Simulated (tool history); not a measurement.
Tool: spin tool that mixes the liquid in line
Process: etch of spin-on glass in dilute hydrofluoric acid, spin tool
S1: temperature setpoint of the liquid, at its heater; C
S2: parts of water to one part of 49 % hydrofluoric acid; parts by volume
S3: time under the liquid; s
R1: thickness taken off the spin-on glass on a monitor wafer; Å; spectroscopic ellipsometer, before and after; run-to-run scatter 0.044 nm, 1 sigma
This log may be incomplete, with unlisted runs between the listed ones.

{"run": 1, "day": 0.0, "S1": 26.0, "S2": 150, "S3": 15, "R1": 42.776}
{"run": 2, "day": 0.196, "S1": 28.0, "S2": 150, "S3": 15, "R1": 46.035}
{"run": 3, "day": 0.258, "S1": 29.0, "S2": 140, "S3": 15, "R1": 51.621}
{"run": 4, "day": 0.296, "S1": 29.5, "S2": 130, "S3": 15, "R1": 57.813}
{"run": 5, "day": 0.325, "S1": 29.5, "S2": 130, "S3": 15, "R1": 57.466}
{"run": 6, "day": 0.575, "S1": 30.0, "S2": 120, "S3": 15, "R1": 64.593}
{"run": 7, "day": 0.746, "S1": 30.5, "S2": 115, "S3": 15, "R1": 69.293}
{"run": 8, "day": 0.996, "S1": 30.5, "S2": 115, "S3": 15, "R1": 69.014}
{"run": 9, "day": 1.096, "S1": 31.0, "S2": 110, "S3": 15, "R1": 74.052}
{"run": 10, "day": 1.429, "S1": 31.5, "S2": 105, "S3": 15, "R1": 79.578}
{"run": 11, "day": 1.646, "S1": 32.0, "S2": 100, "S3": 15, "R1": 85.177}

Predict the results of run 12:
{"run": 12, "day": 1.971, "S1": 32.5, "S2": 95, "S3": 15, "R1": "?"}

{"run 12": {"R1": 92.905}}
